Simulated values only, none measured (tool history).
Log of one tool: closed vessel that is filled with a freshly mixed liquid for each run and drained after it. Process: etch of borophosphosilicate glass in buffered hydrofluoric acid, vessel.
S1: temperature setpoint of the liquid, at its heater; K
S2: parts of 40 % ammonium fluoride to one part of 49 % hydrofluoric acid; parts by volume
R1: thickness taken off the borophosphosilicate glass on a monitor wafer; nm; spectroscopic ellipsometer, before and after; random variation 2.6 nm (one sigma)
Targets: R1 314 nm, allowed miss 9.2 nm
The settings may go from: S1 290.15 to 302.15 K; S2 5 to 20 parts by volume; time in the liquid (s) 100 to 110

run 1 hour=0 | S1=294.15 S2=12 time_in_the_liquid_(s)=100 | R1=185.73
run 2 hour=5.7 | S1=294.15 S2=14.5 time_in_the_liquid_(s)=100 | R1=153.72
run 3 hour=9.1 | S1=296.65 S2=14.5 time_in_the_liquid_(s)=100 | R1=179.53
run 4 hour=13.6 | S1=296.65 S2=11 time_in_the_liquid_(s)=100 | R1=238.1
run 5 hour=18.4 | S1=297.65 S2=11 time_in_the_liquid_(s)=100 | R1=249.2
run 6 hour=21.6 | S1=297.65 S2=14.5 time_in_the_liquid_(s)=100 | R1=186.82
run 7 hour=29.4 | S1=298.65 S2=14 time_in_the_liquid_(s)=100 | R1=206.41
run 8 hour=36.8 | S1=299.15 S2=13.5 time_in_the_liquid_(s)=100 | R1=220.05
run 9 hour=46.1 | S1=299.15 S2=13.5 time_in_the_liquid_(s)=100 | R1=219.73
run 10 hour=54.9 | S1=299.65 S2=13 time_in_the_liquid_(s)=100 | R1=232.91

5 next moves are on the table. One of them brings every result within its allowed miss. Which?
run A hour=63.7 | S1=302.15 S2=11 time_in_the_liquid_(s)=105 | R1=?
run B hour=63.7 | S1=302.15 S2=11.5 time_in_the_liquid_(s)=110 | R1=?
run C hour=63.7 | S1=302.15 S2=13.5 time_in_the_liquid_(s)=105 | R1=?
run D hour=63.7 | S1=301.15 S2=11 time_in_the_liquid_(s)=105 | R1=?
run E hour=63.7 | S1=301.65 S2=10 time_in_the_liquid_(s)=100 | R1=?

move=A R1=333.31
move=B R1=334.29
move=C R1=272.62
move=D R1=316.27
move=E R1=339.47
A: takes the result that was furthest off past its target
B: takes the result that was furthest off past its target
C: nearer than the last run, and not there yet
D: meets every target
E: takes the result that was furthest off past its target
The right move is D.

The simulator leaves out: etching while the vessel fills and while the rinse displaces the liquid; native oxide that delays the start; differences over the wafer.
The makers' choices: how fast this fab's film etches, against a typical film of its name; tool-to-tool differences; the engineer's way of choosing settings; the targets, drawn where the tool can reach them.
